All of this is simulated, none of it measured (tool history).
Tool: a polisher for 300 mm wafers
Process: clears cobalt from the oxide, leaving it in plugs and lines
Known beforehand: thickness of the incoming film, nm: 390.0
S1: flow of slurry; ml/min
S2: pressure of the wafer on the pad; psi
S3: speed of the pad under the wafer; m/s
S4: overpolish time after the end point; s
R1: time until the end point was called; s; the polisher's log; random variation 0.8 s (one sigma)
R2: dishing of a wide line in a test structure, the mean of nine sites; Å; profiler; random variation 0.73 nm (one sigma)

Run 1, hour 0: S1 305 ml/min, S2 2.1 psi, S3 1 m/s, S4 10 s. Result: R1 72.402 s, R2 425.13 Å.
Run 2, hour 7.4: S1 305 ml/min, S2 2.2 psi, S3 1 m/s, S4 11 s. Result: R1 70.712 s, R2 446.48 Å.
Run 3, hour 12.1: S1 305 ml/min, S2 2.3 psi, S3 1.02 m/s, S4 12 s. Result: R1 66.423 s, R2 482.78 Å.
Run 4, hour 13.5: S1 305 ml/min, S2 2.4 psi, S3 1.04 m/s, S4 13 s. Result: R1 64.935 s, R2 527.73 Å.
Run 5, hour 18.8: S1 305 ml/min, S2 2.4 psi, S3 1.04 m/s, S4 9 s. Result: R1 62.156 s, R2 414.54 Å.
Run 6, hour 27: S1 305 ml/min, S2 2.4 psi, S3 1.06 m/s, S4 10 s. Result: R1 64.387 s, R2 457.02 Å.
Run 7, hour 28.2: S1 305 ml/min, S2 2.4 psi, S3 1.08 m/s, S4 11 s. Result: R1 63.731 s, R2 479.92 Å.
Run 8, hour 29.7: S1 305 ml/min, S2 2.4 psi, S3 1.12 m/s, S4 12 s. Result: R1 62.387 s, R2 516.83 Å.
At hour 32.8: head pressure recalibrated.
Run 9, hour 32.8: S1 305 ml/min, S2 2.4 psi, S3 1.14 m/s, S4 13 s. Result: R1 55.778 s, R2 557.63 Å.

Estimate the outcome of run 10 from the log above:
Run 10, hour 36.9: S1 305 ml/min, S2 2.4 psi, S3 1.14 m/s, S4 14 s. Result: R1 ?, R2 ?.

R1: 56.254 s
R2: 577.78 Å
